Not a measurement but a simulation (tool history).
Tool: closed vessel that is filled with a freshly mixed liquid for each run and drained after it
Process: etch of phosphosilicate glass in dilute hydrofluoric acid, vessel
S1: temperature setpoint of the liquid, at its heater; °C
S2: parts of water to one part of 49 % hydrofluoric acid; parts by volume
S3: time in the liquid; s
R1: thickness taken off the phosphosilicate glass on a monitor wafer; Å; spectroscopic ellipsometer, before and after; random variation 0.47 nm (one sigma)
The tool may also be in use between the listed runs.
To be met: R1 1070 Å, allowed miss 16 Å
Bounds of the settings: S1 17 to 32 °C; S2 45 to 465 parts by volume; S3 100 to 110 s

run 1 hour=0 | S1=24 S2=255 S3=100 | R1=584.21
run 2 hour=1.9 | S1=24 S2=255 S3=100 | R1=578.71
run 3 hour=8.2 | S1=25.5 S2=255 S3=100 | R1=611.35
run 4 hour=13.1 | S1=25.5 S2=255 S3=100 | R1=611.61
run 5 hour=18.7 | S1=27 S2=240 S3=100 | R1=696.75
run 6 hour=26.7 | S1=27 S2=205 S3=100 | R1=851.49
run 7 hour=28.6 | S1=28 S2=205 S3=100 | R1=873.17
run 8 hour=32.2 | S1=29 S2=200 S3=100 | R1=935.58
run 9 hour=34.5 | S1=29.5 S2=200 S3=100 | R1=958.54
-- hour=38.3 thermometer replaced
run 10 hour=38.3 | S1=30 S2=200 S3=100 | R1=1024.7
run 11 hour=47.2 | S1=30.5 S2=200 S3=100 | R1=1043.5

Which of these 5 next moves meets every target?
run A hour=56.1 | S1=28.5 S2=185 S3=100 | R1=?
run B hour=56.1 | S1=32 S2=210 S3=100 | R1=?
run C hour=56.1 | S1=31 S2=205 S3=100 | R1=?
run D hour=56.1 | S1=31.5 S2=210 S3=100 | R1=?
run E hour=56.1 | S1=30.5 S2=190 S3=100 | R1=?

move=A R1=1075.3
move=B R1=1036.5
move=C R1=1032.9
move=D R1=1019.2
move=E R1=1116.3
A: meets every target
B: further off than the last run
C: further off than the last run
D: further off than the last run
E: takes the result that was furthest off past its target
The right move is A.
